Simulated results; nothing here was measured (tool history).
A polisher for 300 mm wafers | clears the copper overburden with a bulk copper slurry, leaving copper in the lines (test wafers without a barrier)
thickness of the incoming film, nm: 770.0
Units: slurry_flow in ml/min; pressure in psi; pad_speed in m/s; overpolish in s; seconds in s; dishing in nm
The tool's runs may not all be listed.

| run | hour | slurry_flow | pressure | pad_speed | slurry_solids | overpolish | seconds | dishing |
|---|---|---|---|---|---|---|---|---|
| 1 | 0.0 | 135 | 2.8 | 1.18 | 1.00 | 24 | 91.184 | 43.103 |
| 2 | 1.3 | 135 | 3.1 | 1.20 | 1.00 | 20 | 81.096 | 42.804 |
| 3 | 4.1 | 135 | 3.3 | 1.20 | 1.00 | 18 | 78.214 | 43.058 |
| 4 | 13.1 | 140 | 3.5 | 1.22 | 1.00 | 15 | 71.062 | 42.373 |
| 5 | 14.9 | 140 | 3.5 | 1.22 | 1.00 | 7 | 71.042 | 34.915 |
| 6 | 16.6 | 140 | 3.5 | 1.22 | 0.90 | 7 | 72.962 | 33.496 |

Forecast run 7:
| 7 | 22.5 | 130 | 3.7 | 1.18 | 1.15 | 18 | ? | ? |

Run 7 gave seconds 65.978 s, dishing 43.915 nm.
